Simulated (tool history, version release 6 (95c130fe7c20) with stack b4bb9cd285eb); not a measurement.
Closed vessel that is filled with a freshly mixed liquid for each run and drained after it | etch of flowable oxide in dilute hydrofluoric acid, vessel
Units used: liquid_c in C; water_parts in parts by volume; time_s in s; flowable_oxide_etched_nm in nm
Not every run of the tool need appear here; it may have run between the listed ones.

Run 1, hour 0: liquid_c 23 C, water_parts 275 parts by volume, time_s 155 s. Result: flowable_oxide_etched_nm 21.969 nm.
Run 2, hour 7: liquid_c 23 C, water_parts 310 parts by volume, time_s 155 s. Result: flowable_oxide_etched_nm 18.936 nm.
Run 3, hour 11: liquid_c 23 C, water_parts 265 parts by volume, time_s 155 s. Result: flowable_oxide_etched_nm 23.053 nm.
Run 4, hour 16.8: liquid_c 23.5 C, water_parts 265 parts by volume, time_s 155 s. Result: flowable_oxide_etched_nm 23.653 nm.
Run 5, hour 20.3: liquid_c 23.5 C, water_parts 265 parts by volume, time_s 155 s. Result: flowable_oxide_etched_nm 23.553 nm.
Run 6, hour 28.6: liquid_c 23.5 C, water_parts 265 parts by volume, time_s 155 s. Result: flowable_oxide_etched_nm 23.163 nm.
Run 7, hour 36.3: liquid_c 24 C, water_parts 265 parts by volume, time_s 155 s. Result: flowable_oxide_etched_nm 23.856 nm.
Run 8, hour 44.6: liquid_c 24.5 C, water_parts 265 parts by volume, time_s 155 s. Result: flowable_oxide_etched_nm 24.266 nm.

What does the tool deliver on the next run?
Run 9, hour 47.5: liquid_c 25 C, water_parts 265 parts by volume, time_s 155 s. Result: flowable_oxide_etched_nm ?.

{"run 9": {"flowable_oxide_etched_nm": 24.742}}
